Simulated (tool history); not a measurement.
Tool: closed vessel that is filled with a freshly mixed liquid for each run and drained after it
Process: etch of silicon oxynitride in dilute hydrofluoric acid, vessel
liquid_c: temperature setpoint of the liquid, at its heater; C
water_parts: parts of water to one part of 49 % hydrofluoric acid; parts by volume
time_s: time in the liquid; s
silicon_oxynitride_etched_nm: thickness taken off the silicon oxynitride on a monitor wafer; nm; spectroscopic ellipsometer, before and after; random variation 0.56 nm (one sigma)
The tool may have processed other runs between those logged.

{"run": 1, "hour": 0.0, "liquid_c": 25, "water_parts": 145, "time_s": 2545, "silicon_oxynitride_etched_nm": 30.048}
{"run": 2, "hour": 6.6, "liquid_c": 28, "water_parts": 145, "time_s": 2545, "silicon_oxynitride_etched_nm": 33.505}
{"run": 3, "hour": 12.4, "liquid_c": 26, "water_parts": 145, "time_s": 2545, "silicon_oxynitride_etched_nm": 31.296}
{"run": 4, "hour": 18.3, "liquid_c": 26.5, "water_parts": 140, "time_s": 2545, "silicon_oxynitride_etched_nm": 32.341}
{"run": 5, "hour": 28.0, "liquid_c": 27, "water_parts": 135, "time_s": 2545, "silicon_oxynitride_etched_nm": 35.144}
{"run": 6, "hour": 31.0, "liquid_c": 27.5, "water_parts": 130, "time_s": 2545, "silicon_oxynitride_etched_nm": 37.882}

Estimate the outcome of run 7 from the log above:
{"run": 7, "hour": 38.9, "liquid_c": 28, "water_parts": 125, "time_s": 2545, "silicon_oxynitride_etched_nm": "?"}

Run 7 measured silicon_oxynitride_etched_nm 39.906 nm.
